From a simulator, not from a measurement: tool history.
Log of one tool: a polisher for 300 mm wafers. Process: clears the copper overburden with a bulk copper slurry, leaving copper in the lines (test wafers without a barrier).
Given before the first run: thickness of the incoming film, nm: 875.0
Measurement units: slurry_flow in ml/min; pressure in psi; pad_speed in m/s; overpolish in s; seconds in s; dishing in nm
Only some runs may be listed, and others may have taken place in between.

run 1 hour=0 | slurry_flow=285 pressure=3.3 pad_speed=1.02 slurry_solids=1 overpolish=14 | seconds=80.308 dishing=75.884
run 2 hour=4.1 | slurry_flow=285 pressure=2.6 pad_speed=1.02 slurry_solids=1 overpolish=14 | seconds=99.286 dishing=66.612
run 3 hour=9.4 | slurry_flow=285 pressure=2.9 pad_speed=1.02 slurry_solids=1 overpolish=14 | seconds=89.919 dishing=70.644
run 4 hour=11.9 | slurry_flow=285 pressure=3.1 pad_speed=1.02 slurry_solids=1 overpolish=14 | seconds=85.562 dishing=76.74
run 5 hour=15.4 | slurry_flow=285 pressure=3.3 pad_speed=1.02 slurry_solids=1 overpolish=13 | seconds=81.804 dishing=74.406
run 6 hour=20.5 | slurry_flow=285 pressure=3.5 pad_speed=1.02 slurry_solids=1 overpolish=12 | seconds=75.515 dishing=73.541
run 7 hour=22.9 | slurry_flow=285 pressure=3.5 pad_speed=1.02 slurry_solids=1 overpolish=12 | seconds=74.981 dishing=70.851
run 8 hour=28.3 | slurry_flow=285 pressure=3.5 pad_speed=1.02 slurry_solids=1 overpolish=12 | seconds=75.241 dishing=72.946
run 9 hour=32.9 | slurry_flow=285 pressure=3.6 pad_speed=1.02 slurry_solids=1 overpolish=12 | seconds=74.086 dishing=73.442
run 10 hour=41.5 | slurry_flow=285 pressure=3.8 pad_speed=1.02 slurry_solids=1 overpolish=12 | seconds=69.11 dishing=77.464
run 11 hour=47.2 | slurry_flow=285 pressure=3.9 pad_speed=1.02 slurry_solids=1 overpolish=12 | seconds=67.679 dishing=80.827

Forecast run 12:
run 12 hour=47.9 | slurry_flow=285 pressure=4 pad_speed=1.02 slurry_solids=1 overpolish=12 | seconds=? dishing=?

{"run 12": {"seconds": 67.199, "dishing": 80.253}}
